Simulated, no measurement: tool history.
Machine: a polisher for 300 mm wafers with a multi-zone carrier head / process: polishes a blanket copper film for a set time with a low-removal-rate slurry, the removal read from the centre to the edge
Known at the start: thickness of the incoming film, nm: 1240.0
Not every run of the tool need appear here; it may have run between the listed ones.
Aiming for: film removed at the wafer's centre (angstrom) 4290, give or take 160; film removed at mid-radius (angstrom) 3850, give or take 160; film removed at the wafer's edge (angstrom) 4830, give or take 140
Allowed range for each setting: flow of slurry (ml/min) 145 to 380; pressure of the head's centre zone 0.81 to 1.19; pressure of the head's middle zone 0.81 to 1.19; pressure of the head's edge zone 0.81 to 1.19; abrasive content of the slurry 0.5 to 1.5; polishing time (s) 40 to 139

run	day	flow of slurry (ml/min)	pressure of the head's centre zone	pressure of the head's middle zone	pressure of the head's edge zone	abrasive content of the slurry	polishing time (s)	film removed at the wafer's centre (angstrom)	film removed at mid-radius (angstrom)	film removed at the wafer's edge (angstrom)
1	0	245	1	1	1	1	89	3044.4	2959.5	3060.8
2	0.333	245	1	0.98	1.03	1.05	93	3239.4	3141.5	3290.4
3	0.488	245	1	0.98	1.07	1.05	93	3230.3	3092.3	3327.3
4	0.75	195	1	0.98	1.07	1.05	93	3108.5	3005.6	3304.9
5	1.058	190	1	0.96	1.09	1.1	97	3287.3	3074.5	3485.4
6	1.188	185	0.99	0.95	1.1	1.15	101	3334.6	3216.6	3691.4
7	1.396	185	1	0.94	1.11	1.2	104	3507.8	3416.4	3834.4
8	1.721	180	1	0.92	1.12	1.2	107	3665.2	3290.3	3972.1
9	1.779	180	1	0.92	1.12	1.2	107	3654	3363.9	3943.4
10	1.925	225	0.99	0.88	1.19	1.45	116	4202.9	3674.3	4656.6

Which of these 5 next moves meets every target?
A	2.071	245	0.98	0.88	1.19	1.3	120	?	?	?
B	2.071	230	0.94	0.81	1.19	1.15	123	?	?	?
C	2.071	195	1.02	0.9	1.19	1.45	114	?	?	?
D	2.071	190	1.06	0.88	1.19	1.35	112	?	?	?
E	2.071	255	1.05	0.94	1.13	1.5	106	?	?	?

move	film removed at the wafer's centre (angstrom)	film removed at mid-radius (angstrom)	film removed at the wafer's edge (angstrom)
A	4257.7	3847.1	4771.6
B	4042.3	3564.1	4743.3
C	4186.3	3711.8	4549.6
D	4192.6	3511.3	4390.7
E	4181.3	3718.6	4243.8
A: meets every target
B: the worst result of the last run now meets its target, but another is out of spec
C: the biggest miss grows against the last run
D: the biggest miss grows against the last run
E: the biggest miss grows against the last run
A is the move that brings every result within its allowed miss.
